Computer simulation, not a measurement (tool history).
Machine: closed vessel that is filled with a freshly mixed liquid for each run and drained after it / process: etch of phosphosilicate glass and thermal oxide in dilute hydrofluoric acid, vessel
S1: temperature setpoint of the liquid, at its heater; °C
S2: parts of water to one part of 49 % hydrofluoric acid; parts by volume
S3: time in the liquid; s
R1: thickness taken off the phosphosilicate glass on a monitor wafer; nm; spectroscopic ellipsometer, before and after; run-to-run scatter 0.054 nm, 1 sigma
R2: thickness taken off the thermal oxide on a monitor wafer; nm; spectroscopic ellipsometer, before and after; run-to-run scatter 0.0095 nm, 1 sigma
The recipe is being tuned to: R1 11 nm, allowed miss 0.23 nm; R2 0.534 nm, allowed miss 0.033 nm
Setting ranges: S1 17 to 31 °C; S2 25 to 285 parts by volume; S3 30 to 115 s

Run 1, hour 0: S1 23 °C, S2 155 parts by volume, S3 60 s. Result: R1 33.314 nm, R2 1.5683 nm.
Run 2, hour 6.5: S1 23 °C, S2 105 parts by volume, S3 60 s. Result: R1 51.877 nm, R2 2.5314 nm.
Run 3, hour 8.6: S1 21.5 °C, S2 150 parts by volume, S3 60 s. Result: R1 32.233 nm, R2 1.5759 nm.
Run 4, hour 15.7: S1 24 °C, S2 150 parts by volume, S3 60 s. Result: R1 35.355 nm, R2 1.6573 nm.
Run 5, hour 19.5: S1 24 °C, S2 205 parts by volume, S3 60 s. Result: R1 24.635 nm, R2 1.195 nm.
Run 6, hour 24.6: S1 24 °C, S2 205 parts by volume, S3 45 s. Result: R1 18.34 nm, R2 0.88647 nm.
Run 7, hour 27.6: S1 20 °C, S2 245 parts by volume, S3 45 s. Result: R1 12.724 nm, R2 0.5926 nm.
Run 8, hour 33.6: S1 19.5 °C, S2 250 parts by volume, S3 45 s. Result: R1 12.186 nm, R2 0.60465 nm.
Run 9, hour 37.9: S1 19 °C, S2 255 parts by volume, S3 45 s. Result: R1 11.614 nm, R2 0.5517 nm.
Run 10, hour 40.9: S1 18.5 °C, S2 255 parts by volume, S3 45 s. Result: R1 11.57 nm, R2 0.54524 nm.

Which of these 4 next moves meets every target?
Run A, hour 43.9: S1 18.5 °C, S2 280 parts by volume, S3 55 s. Result: R1 ?, R2 ?.
Run B, hour 43.9: S1 27 °C, S2 260 parts by volume, S3 35 s. Result: R1 ?, R2 ?.
Run C, hour 43.9: S1 19.5 °C, S2 245 parts by volume, S3 40 s. Result: R1 ?, R2 ?.
Run D, hour 43.9: S1 31 °C, S2 245 parts by volume, S3 30 s. Result: R1 ?, R2 ?.

move      R1       R2
   A   12.44  0.59769
   B  11.797  0.56679
   C  11.082  0.53242
   D  12.488  0.59999
A: further off than the last run
B: further off than the last run
C: every result lands within tolerance
D: further off than the last run
The move that meets every target is C.
